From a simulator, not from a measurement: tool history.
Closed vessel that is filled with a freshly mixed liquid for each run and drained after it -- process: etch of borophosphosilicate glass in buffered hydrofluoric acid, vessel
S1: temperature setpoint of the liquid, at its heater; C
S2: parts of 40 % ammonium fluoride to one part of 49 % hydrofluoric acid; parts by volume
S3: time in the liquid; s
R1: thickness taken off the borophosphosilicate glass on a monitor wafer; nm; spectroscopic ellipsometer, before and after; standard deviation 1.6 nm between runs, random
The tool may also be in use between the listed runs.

run 1 hour=0 | S1=24 S2=8.5 S3=90 | R1=245.1
run 2 hour=4.2 | S1=23 S2=8.5 S3=90 | R1=235.02
run 3 hour=12.9 | S1=26.5 S2=8.5 S3=90 | R1=281.93
run 4 hour=19.8 | S1=26.5 S2=10.5 S3=90 | R1=239.58
run 5 hour=21.5 | S1=26 S2=10.5 S3=90 | R1=232.15
run 6 hour=29.3 | S1=24.5 S2=10.5 S3=90 | R1=213.29
run 7 hour=33.2 | S1=24 S2=10.5 S3=90 | R1=210.09
run 8 hour=39.6 | S1=23.5 S2=10.5 S3=90 | R1=204.12
run 9 hour=48.5 | S1=23 S2=10.5 S3=90 | R1=196.94
run 10 hour=56.9 | S1=22.5 S2=10.5 S3=90 | R1=192.52

For run 11, what comes out?
run 11 hour=63.1 | S1=22 S2=10.5 S3=90 | R1=?

R1: 187.45 nm

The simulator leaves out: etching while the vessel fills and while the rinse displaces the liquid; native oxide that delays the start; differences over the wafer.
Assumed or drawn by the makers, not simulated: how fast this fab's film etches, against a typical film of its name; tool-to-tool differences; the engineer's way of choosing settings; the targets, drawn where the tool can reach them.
